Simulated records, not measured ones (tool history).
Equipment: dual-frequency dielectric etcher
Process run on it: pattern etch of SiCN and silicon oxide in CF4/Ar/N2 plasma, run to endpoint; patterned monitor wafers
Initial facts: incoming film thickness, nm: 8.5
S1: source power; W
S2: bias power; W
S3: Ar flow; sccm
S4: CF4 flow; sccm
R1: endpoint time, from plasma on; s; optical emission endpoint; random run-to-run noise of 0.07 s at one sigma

| run | hour | S1 | S2 | S3 | S4 | R1 |
|---|---|---|---|---|---|---|
| 1 | 0.0 | 530 | 64 | 89 | 75 | 8.2908 |
| 2 | 8.8 | 530 | 64 | 89 | 67 | 8.4202 |
| 3 | 10.0 | 490 | 61 | 91 | 66 | 9.4761 |
| 4 | 18.1 | 460 | 61 | 91 | 66 | 10.1800 |
| 5 | 19.2 | 460 | 68 | 91 | 66 | 9.6872 |
| 6 | 26.1 | 460 | 68 | 103 | 66 | 9.9464 |

Forecast run 7:
| 7 | 28.9 | 440 | 68 | 103 | 66 | ? |

Run 7 yielded R1 10.4370 s.

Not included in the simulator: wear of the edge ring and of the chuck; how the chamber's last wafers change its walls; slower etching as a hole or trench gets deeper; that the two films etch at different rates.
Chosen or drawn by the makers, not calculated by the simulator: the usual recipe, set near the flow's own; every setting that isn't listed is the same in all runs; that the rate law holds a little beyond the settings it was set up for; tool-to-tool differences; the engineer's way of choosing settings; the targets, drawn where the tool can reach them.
